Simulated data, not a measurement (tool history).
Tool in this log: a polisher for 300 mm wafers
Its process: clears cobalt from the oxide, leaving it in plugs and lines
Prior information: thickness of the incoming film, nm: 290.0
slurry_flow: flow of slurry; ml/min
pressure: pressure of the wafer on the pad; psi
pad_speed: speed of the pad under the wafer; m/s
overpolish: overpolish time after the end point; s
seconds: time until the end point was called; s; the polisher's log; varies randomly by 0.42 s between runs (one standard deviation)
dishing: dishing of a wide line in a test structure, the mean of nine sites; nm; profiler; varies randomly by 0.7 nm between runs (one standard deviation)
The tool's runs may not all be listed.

| run | hour | slurry_flow | pressure | pad_speed | overpolish | seconds | dishing |
|---|---|---|---|---|---|---|---|
| 1 | 0 | 285 | 2.4 | 1.14 | 18 | 48.211 | 35.241 |
| 2 | 4.1 | 285 | 2.4 | 1.14 | 13 | 48.552 | 30.47 |
| 3 | 8.9 | 285 | 2.4 | 0.9 | 13 | 58.02 | 28.911 |
| 4 | 15.5 | 285 | 2.8 | 0.92 | 15 | 49.898 | 33.133 |
| 5 | 23.7 | 285 | 3.2 | 0.92 | 15 | 43.478 | 34.161 |
| 6 | 29.3 | 285 | 2.9 | 0.92 | 15 | 47.611 | 34.135 |

Run 7 has not been measured yet. What should we expect?
| 7 | 35.4 | 285 | 3.2 | 0.96 | 14 | ? | ? |

Run 7 came out at seconds 42.35 s, dishing 32.928 nm.
